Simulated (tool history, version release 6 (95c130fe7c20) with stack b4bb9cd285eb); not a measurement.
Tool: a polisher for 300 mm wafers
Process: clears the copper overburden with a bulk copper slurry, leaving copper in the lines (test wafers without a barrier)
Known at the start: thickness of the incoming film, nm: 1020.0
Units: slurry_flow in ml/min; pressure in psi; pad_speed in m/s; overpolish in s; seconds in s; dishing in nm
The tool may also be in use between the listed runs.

run 1 hour=0 | slurry_flow=140 pressure=2.8 pad_speed=1.38 slurry_solids=1 overpolish=23 | seconds=82.005 dishing=124.39
run 2 hour=8 | slurry_flow=140 pressure=3.2 pad_speed=1.38 slurry_solids=1 overpolish=23 | seconds=72.352 dishing=136.05
run 3 hour=14.8 | slurry_flow=140 pressure=3.2 pad_speed=1.38 slurry_solids=1 overpolish=31 | seconds=72.688 dishing=159.07
run 4 hour=16.5 | slurry_flow=140 pressure=3.2 pad_speed=1.62 slurry_solids=1 overpolish=31 | seconds=64.849 dishing=160.57
run 5 hour=19.1 | slurry_flow=145 pressure=2.8 pad_speed=1.72 slurry_solids=1.05 overpolish=27 | seconds=70.035 dishing=143.37
run 6 hour=21 | slurry_flow=135 pressure=2.6 pad_speed=1.8 slurry_solids=0.95 overpolish=23 | seconds=75.187 dishing=133.23
run 7 hour=29.5 | slurry_flow=150 pressure=2.4 pad_speed=1.84 slurry_solids=1.05 overpolish=20 | seconds=74.708 dishing=119.24
run 8 hour=31.8 | slurry_flow=165 pressure=2.2 pad_speed=1.86 slurry_solids=1.15 overpolish=18 | seconds=79.197 dishing=107.52
run 9 hour=37.4 | slurry_flow=175 pressure=2.1 pad_speed=1.92 slurry_solids=1.2 overpolish=16 | seconds=79.833 dishing=100.6

Forecast run 10:
run 10 hour=45.1 | slurry_flow=185 pressure=2 pad_speed=1.96 slurry_solids=1.25 overpolish=14 | seconds=? dishing=?

{"run 10": {"seconds": 80.28, "dishing": 89.822}}
